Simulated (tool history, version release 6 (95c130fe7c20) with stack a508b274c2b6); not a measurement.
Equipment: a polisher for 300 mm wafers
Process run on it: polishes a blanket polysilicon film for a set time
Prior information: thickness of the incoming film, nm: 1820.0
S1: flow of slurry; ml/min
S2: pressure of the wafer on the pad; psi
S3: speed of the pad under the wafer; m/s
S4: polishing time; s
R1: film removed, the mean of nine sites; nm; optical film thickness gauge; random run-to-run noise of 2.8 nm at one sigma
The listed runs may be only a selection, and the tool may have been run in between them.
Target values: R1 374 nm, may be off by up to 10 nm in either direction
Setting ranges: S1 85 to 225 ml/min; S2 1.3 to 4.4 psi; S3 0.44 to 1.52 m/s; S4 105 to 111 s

run,hour,S1,S2,S3,S4,R1
1,0,145,2.8,0.98,105,856.64
2,7.5,145,2.5,0.98,105,759.53
3,8.7,115,2.5,0.98,105,723.21
4,14,115,3.1,0.98,105,884.7
5,17.5,110,2.9,0.96,105,800.84
6,26.4,110,2.9,0.96,105,806.91
7,28.5,110,2.7,0.94,105,728.69
8,33.3,95,1.9,0.8,105,428.69
9,41.1,95,1.9,0.8,105,424.68

Consider the 5 candidate settings below. Which is the only one whose results all fall within their allowed miss of target?
A,48.9,100,1.3,1.28,111,?
B,48.9,95,2.1,0.62,107,?
C,48.9,85,1.5,0.98,105,?
D,48.9,105,2,0.84,106,?
E,48.9,85,1.7,0.72,107,?

move,R1
A,504.27
B,374.48
C,398.94
D,488.19
E,339.97
A: moves away from the targets compared with the last run
B: all results land within tolerance of their targets
C: closer than the last run, but not yet in spec
D: moves away from the targets compared with the last run
E: carries the result that was furthest off beyond its target, to the other side
B is the move that brings every result within its allowed miss.
